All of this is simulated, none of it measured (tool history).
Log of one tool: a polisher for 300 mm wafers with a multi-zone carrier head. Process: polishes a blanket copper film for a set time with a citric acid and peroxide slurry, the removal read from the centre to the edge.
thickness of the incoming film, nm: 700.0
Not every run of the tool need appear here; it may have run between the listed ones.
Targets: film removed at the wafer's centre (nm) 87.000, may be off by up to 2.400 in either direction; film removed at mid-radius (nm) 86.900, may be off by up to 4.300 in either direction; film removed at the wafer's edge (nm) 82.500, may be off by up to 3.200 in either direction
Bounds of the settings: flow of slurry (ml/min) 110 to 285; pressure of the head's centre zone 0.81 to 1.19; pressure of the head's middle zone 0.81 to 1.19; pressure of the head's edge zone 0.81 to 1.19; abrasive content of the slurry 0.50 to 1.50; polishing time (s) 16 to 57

run,hour,flow of slurry (ml/min),pressure of the head's centre zone,pressure of the head's middle zone,pressure of the head's edge zone,abrasive content of the slurry,polishing time (s),film removed at the wafer's centre (nm),film removed at mid-radius (nm),film removed at the wafer's edge (nm)
1,0.0,180,1.00,1.00,1.00,1.00,36,70.565,69.441,68.495
2,2.1,195,1.02,1.03,1.04,1.10,36,72.818,73.908,71.257
3,5.8,205,1.05,1.04,1.07,1.20,36,76.733,73.697,73.640
4,13.6,205,1.05,1.04,1.12,1.20,36,77.610,74.316,74.010
5,16.3,215,1.06,1.07,1.12,1.30,36,79.131,78.493,76.197
6,21.2,215,1.06,1.07,1.12,1.30,44,96.740,96.384,93.455
7,28.1,200,1.06,1.07,1.10,1.20,44,95.017,93.477,91.117
8,33.3,190,1.05,1.07,1.08,1.10,44,92.388,92.180,86.225
9,38.9,180,1.04,1.06,1.08,1.10,44,91.176,89.140,89.262

Below are 4 possible settings for the next run. Only one of them brings all results inside the allowed miss of their targets. Which is it?
A,44.5,210,1.05,1.17,0.92,0.90,45,?,?,?
B,44.5,195,1.02,1.03,1.01,1.15,42,?,?,?
C,44.5,140,1.17,1.13,1.12,1.20,42,?,?,?
D,44.5,240,1.06,1.16,1.00,0.95,38,?,?,?

move,film removed at the wafer's centre (nm),film removed at mid-radius (nm),film removed at the wafer's edge (nm)
A,94.379,98.925,83.677
B,87.186,84.719,83.784
C,93.672,86.265,84.553
D,82.677,85.025,75.043
A: the worst result of the last run now meets its target, but another is out of spec
B: in spec on every target
C: the worst result of the last run now meets its target, but another is out of spec
D: carries the result that was furthest off beyond its target, to the other side
The move that meets every target is B.
